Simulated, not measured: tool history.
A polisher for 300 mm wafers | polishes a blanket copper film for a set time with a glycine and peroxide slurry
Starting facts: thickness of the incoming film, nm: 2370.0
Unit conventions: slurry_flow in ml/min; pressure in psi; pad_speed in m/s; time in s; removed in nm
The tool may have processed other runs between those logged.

{"run": 1, "hour": 0.0, "slurry_flow": 160, "pressure": 2.3, "pad_speed": 1.06, "time": 76, "removed": 385.03}
{"run": 2, "hour": 7.0, "slurry_flow": 160, "pressure": 2.8, "pad_speed": 1.06, "time": 76, "removed": 457.35}
{"run": 3, "hour": 13.5, "slurry_flow": 160, "pressure": 3.1, "pad_speed": 1.06, "time": 76, "removed": 495.79}
{"run": 4, "hour": 19.0, "slurry_flow": 155, "pressure": 2.9, "pad_speed": 1.06, "time": 76, "removed": 463.38}
{"run": 5, "hour": 25.6, "slurry_flow": 155, "pressure": 2.9, "pad_speed": 1.06, "time": 76, "removed": 469.59}
{"run": 6, "hour": 33.1, "slurry_flow": 155, "pressure": 3.3, "pad_speed": 1.06, "time": 76, "removed": 522.43}
{"run": 7, "hour": 39.7, "slurry_flow": 150, "pressure": 3, "pad_speed": 1.06, "time": 76, "removed": 476.72}

Expected results for the next run?
{"run": 8, "hour": 41.0, "slurry_flow": 145, "pressure": 2.8, "pad_speed": 1.06, "time": 76, "removed": "?"}

{"run 8": {"removed": 451.81}}

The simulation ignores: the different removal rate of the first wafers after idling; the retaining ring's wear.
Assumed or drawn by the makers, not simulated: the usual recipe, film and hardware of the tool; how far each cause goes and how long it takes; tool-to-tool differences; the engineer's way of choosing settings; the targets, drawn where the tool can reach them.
